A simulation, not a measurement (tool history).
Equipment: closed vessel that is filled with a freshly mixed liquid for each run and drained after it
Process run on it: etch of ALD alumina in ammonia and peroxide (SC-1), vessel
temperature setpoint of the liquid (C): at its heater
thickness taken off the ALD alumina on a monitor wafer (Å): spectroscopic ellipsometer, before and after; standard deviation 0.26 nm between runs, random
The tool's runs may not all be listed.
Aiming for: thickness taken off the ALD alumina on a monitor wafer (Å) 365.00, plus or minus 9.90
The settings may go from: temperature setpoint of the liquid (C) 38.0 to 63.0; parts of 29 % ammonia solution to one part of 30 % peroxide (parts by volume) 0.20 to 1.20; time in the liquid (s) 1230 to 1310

run	hour	temperature setpoint of the liquid (C)	parts of 29 % ammonia solution to one part of 30 % peroxide (parts by volume)	time in the liquid (s)	thickness taken off the ALD alumina on a monitor wafer (Å)
1	0.0	47.0	0.80	1230	590.74
2	0.9	47.0	0.80	1230	592.28
3	7.6	45.5	0.80	1230	542.14
4	11.0	45.5	0.80	1310	574.40
5	18.4	45.5	0.80	1310	576.54
6	19.3	44.5	0.80	1310	538.00
7	26.3	43.5	0.80	1310	513.62
8	30.1	42.5	0.80	1310	489.72
9	33.1	42.0	0.80	1305	464.57

Pick the move, out of 4, that brings all results within their allowed miss; only one does.
A	36.1	41.5	0.85	1230	?
B	36.1	40.0	0.65	1230	?
C	36.1	45.5	0.70	1300	?
D	36.1	38.0	0.95	1260	?

move	thickness taken off the ALD alumina on a monitor wafer (Å)
A	427.85
B	381.89
C	558.81
D	360.21
A: an improvement on the last run, though not all results are within tolerance
B: an improvement on the last run, though not all results are within tolerance
C: the biggest miss grows against the last run
D: every result within its allowed miss
So the answer is move D, the one that meets all the targets.
